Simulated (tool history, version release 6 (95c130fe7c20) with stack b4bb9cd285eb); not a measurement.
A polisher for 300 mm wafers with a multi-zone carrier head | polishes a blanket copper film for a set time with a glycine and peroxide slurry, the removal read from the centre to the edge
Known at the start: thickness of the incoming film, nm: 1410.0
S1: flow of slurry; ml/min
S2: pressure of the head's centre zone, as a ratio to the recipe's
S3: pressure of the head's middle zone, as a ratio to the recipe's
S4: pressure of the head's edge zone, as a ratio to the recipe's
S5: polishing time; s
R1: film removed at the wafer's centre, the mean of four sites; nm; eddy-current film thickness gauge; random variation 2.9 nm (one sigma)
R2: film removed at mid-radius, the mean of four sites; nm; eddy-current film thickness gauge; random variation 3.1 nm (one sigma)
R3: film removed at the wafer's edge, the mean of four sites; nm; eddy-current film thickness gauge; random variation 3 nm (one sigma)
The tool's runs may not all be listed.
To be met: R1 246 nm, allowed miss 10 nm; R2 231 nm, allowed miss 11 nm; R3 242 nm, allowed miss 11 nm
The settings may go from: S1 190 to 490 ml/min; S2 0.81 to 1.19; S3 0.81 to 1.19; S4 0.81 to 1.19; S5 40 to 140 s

run,day,S1,S2,S3,S4,S5,R1,R2,R3
1,0,315,1,1,1,90,383.06,386.63,372.5
2,0.167,315,0.99,0.98,0.99,84,352.61,347.86,353.15
3,0.221,315,0.99,0.9,0.99,84,351.26,331.63,359.85
4,0.325,315,0.99,0.9,0.93,84,352.63,327.12,333.78
5,0.417,315,0.99,0.9,1,84,348.84,330.84,353.87
6,0.654,315,0.99,0.9,0.94,84,357.94,328.23,340.22
7,1,315,0.98,0.89,0.93,80,332.63,306.83,320.48
8,1.096,315,0.98,0.89,0.93,80,329.48,305,325.5
9,1.229,315,0.98,0.89,0.91,77,324.48,295.99,312
10,1.583,310,0.9,0.86,0.86,52,208.02,190.28,202
11,1.725,310,0.91,0.87,0.88,52,208.33,193.71,205.36
12,1.888,315,0.93,0.88,0.9,52,207.36,197.22,210.16
13,1.971,315,0.95,0.89,0.91,53,214.91,205.43,217.4
14,2.308,315,0.97,0.89,0.91,53,217.93,206.16,211.75
15,2.608,315,0.98,0.89,0.92,54,228.06,206.77,218.74
16,2.821,325,0.99,0.98,1.01,59,248,247.23,257.22

4 next moves are on the table. One of them brings every result within its allowed miss. Which?
A,3.033,290,0.91,1,1.01,62,?,?,?
B,3.033,305,0.92,0.99,1.03,65,?,?,?
C,3.033,405,1.03,0.94,1.05,56,?,?,?
D,3.033,390,0.9,0.84,1.07,61,?,?,?

move,R1,R2,R3
A,241.85,263.91,260.69
B,257.08,275.85,277.14
C,247.1,233.38,246.05
D,243.3,231.04,270.28
A: further off than the last run
B: further off than the last run
C: meets every target
D: brings the result that was furthest off to its target, and leaves another outside
Answer: C
